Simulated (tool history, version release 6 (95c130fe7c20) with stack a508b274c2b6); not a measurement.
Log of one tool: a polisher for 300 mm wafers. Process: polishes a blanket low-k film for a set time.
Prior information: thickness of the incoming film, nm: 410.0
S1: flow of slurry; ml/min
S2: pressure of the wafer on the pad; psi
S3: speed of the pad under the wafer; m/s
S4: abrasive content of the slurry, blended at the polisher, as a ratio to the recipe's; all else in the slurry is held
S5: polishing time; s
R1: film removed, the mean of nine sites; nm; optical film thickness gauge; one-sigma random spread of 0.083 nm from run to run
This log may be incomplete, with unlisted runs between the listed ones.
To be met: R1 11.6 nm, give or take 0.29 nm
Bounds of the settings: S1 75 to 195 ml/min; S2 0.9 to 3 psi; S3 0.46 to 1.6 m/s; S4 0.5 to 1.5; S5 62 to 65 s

| run | day | S1 | S2 | S3 | S4 | S5 | R1 |
|---|---|---|---|---|---|---|---|
| 1 | 0 | 125 | 1.9 | 1.02 | 1 | 62 | 24.463 |
| 2 | 0.308 | 120 | 1.7 | 0.98 | 1 | 62 | 21.105 |
| 3 | 0.512 | 115 | 1.5 | 0.96 | 1 | 62 | 18.282 |
| 4 | 0.667 | 110 | 1.4 | 0.94 | 1 | 62 | 16.741 |
| 5 | 0.883 | 105 | 1.3 | 0.94 | 1 | 62 | 15.46 |
| 6 | 1.038 | 125 | 1.3 | 0.94 | 1 | 62 | 16.266 |
| 7 | 1.083 | 120 | 1.2 | 0.94 | 1 | 62 | 14.733 |
| 8 | 1.167 | 115 | 1.1 | 0.94 | 1 | 62 | 13.422 |
| 9 | 1.283 | 110 | 1.1 | 0.94 | 1 | 62 | 13.247 |
| 10 | 1.333 | 80 | 0.9 | 0.94 | 1 | 62 | 10.098 |
| 11 | 1.617 | 85 | 0.9 | 0.94 | 1 | 62 | 10.176 |
| 12 | 1.775 | 90 | 0.9 | 0.94 | 1 | 62 | 10.539 |
| 13 | 2.038 | 95 | 0.9 | 0.94 | 1 | 62 | 10.614 |
| 14 | 2.088 | 95 | 0.9 | 0.94 | 1 | 62 | 10.586 |
| 15 | 2.3 | 100 | 0.9 | 0.94 | 1 | 62 | 10.767 |
| 16 | 2.446 | 105 | 0.9 | 0.94 | 1 | 62 | 10.9 |
| 17 | 2.688 | 110 | 0.9 | 0.94 | 1 | 62 | 11.065 |
| 18 | 2.808 | 115 | 0.9 | 0.94 | 1 | 62 | 11.072 |
| 19 | 2.871 | 135 | 1 | 0.94 | 1 | 62 | 12.609 |
| 20 | 2.988 | 130 | 1 | 0.94 | 1 | 62 | 12.672 |
| 21 | 3.267 | 125 | 1 | 0.94 | 1 | 62 | 12.465 |
| 22 | 3.55 | 120 | 1 | 0.94 | 1 | 62 | 12.41 |
| 23 | 3.829 | 115 | 1 | 0.94 | 1 | 62 | 12.199 |
| 24 | 3.921 | 110 | 1 | 0.94 | 1 | 62 | 12.104 |

Of the 4 settings listed for the next run, only one would bring every result within its allowed miss of target. Which one?
| A | 4.012 | 95 | 1.2 | 0.88 | 0.95 | 62 | ? |
| B | 4.012 | 120 | 0.9 | 1.04 | 0.9 | 63 | ? |
| C | 4.012 | 125 | 1.5 | 0.56 | 1 | 65 | ? |
| D | 4.012 | 85 | 1 | 0.96 | 1.1 | 64 | ? |

| move | R1 |
|---|---|
| A | 12.793 |
| B | 11.606 |
| C | 12.802 |
| D | 12.539 |
A: the biggest miss grows against the last run
B: meets every target
C: the biggest miss grows against the last run
D: the biggest miss grows against the last run
B is the move that brings every result within its allowed miss.
